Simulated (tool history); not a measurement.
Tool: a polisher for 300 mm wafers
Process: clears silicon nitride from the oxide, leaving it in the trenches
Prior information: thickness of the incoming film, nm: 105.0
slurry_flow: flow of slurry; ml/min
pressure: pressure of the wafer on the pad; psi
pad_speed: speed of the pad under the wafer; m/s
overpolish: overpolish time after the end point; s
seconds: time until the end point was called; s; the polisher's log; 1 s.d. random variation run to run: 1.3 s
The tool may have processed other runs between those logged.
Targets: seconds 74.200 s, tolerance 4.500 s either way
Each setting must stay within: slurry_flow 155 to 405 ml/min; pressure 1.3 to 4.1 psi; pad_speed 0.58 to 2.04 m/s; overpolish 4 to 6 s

| run | hour | slurry_flow | pressure | pad_speed | overpolish | seconds |
|---|---|---|---|---|---|---|
| 1 | 0.0 | 260 | 2.7 | 1.30 | 6 | 99.138 |
| 2 | 7.4 | 260 | 2.8 | 1.30 | 6 | 98.718 |
| 3 | 14.8 | 260 | 2.8 | 1.48 | 6 | 83.963 |
| 4 | 18.8 | 260 | 2.8 | 1.48 | 6 | 84.550 |
| 5 | 27.7 | 225 | 2.8 | 1.48 | 6 | 88.830 |
| 6 | 33.5 | 225 | 2.5 | 1.48 | 6 | 97.906 |
| 7 | 35.4 | 230 | 2.6 | 1.48 | 6 | 90.105 |
| 8 | 38.7 | 230 | 2.7 | 1.48 | 6 | 88.049 |
| 9 | 40.6 | 230 | 2.8 | 1.48 | 6 | 86.116 |
| 10 | 41.3 | 230 | 2.9 | 1.48 | 6 | 84.708 |
| 11 | 45.1 | 235 | 2.9 | 1.48 | 6 | 83.774 |

Which of these 4 next moves meets every target?
| A | 48.9 | 225 | 3.1 | 1.32 | 4 | ? |
| B | 48.9 | 185 | 2.3 | 1.86 | 5 | ? |
| C | 48.9 | 240 | 2.9 | 1.38 | 4 | ? |
| D | 48.9 | 285 | 3.3 | 1.42 | 4 | ? |

| move | seconds |
|---|---|
| A | 88.175 |
| B | 87.169 |
| C | 89.595 |
| D | 76.363 |
A: further off than the last run
B: further off than the last run
C: further off than the last run
D: in spec on every target
The move that meets every target is D.
